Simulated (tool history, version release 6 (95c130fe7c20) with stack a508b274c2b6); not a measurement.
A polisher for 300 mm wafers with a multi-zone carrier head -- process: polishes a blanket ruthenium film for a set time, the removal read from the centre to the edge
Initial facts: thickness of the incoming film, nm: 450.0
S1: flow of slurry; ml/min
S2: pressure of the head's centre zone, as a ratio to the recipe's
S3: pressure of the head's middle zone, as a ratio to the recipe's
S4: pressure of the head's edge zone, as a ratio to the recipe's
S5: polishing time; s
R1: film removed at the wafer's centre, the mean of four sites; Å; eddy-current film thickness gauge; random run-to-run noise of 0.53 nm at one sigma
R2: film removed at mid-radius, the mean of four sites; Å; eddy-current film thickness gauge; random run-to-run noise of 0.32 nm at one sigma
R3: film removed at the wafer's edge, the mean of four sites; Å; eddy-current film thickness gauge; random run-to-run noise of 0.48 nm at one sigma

run	hour	S1	S2	S3	S4	S5	R1	R2	R3
1	0	310	1	1	1	40	582.7	584.21	589.71
2	2	310	1	1.05	1	40	571.57	618.91	582.17
3	2.7	310	0.99	1.04	0.97	38	536.8	577.85	553.82
4	10.2	310	1	1.04	0.95	36	517.64	540.76	514.15
5	16.7	305	0.99	1.04	0.93	35	512.09	537.94	490.53
6	24.8	300	0.97	1.02	0.92	34	474.85	501.6	484.92
7	30.9	295	0.97	1.02	0.9	34	479.57	507.89	469.83
8	33.3	290	0.96	1.01	0.89	34	464.23	502.69	471.2

The next listed run, before its measurement:
9	35.4	285	0.96	1	0.88	34	?	?	?

Run 9 yielded R1 472.41 Å, R2 492.29 Å, R3 470.13 Å.
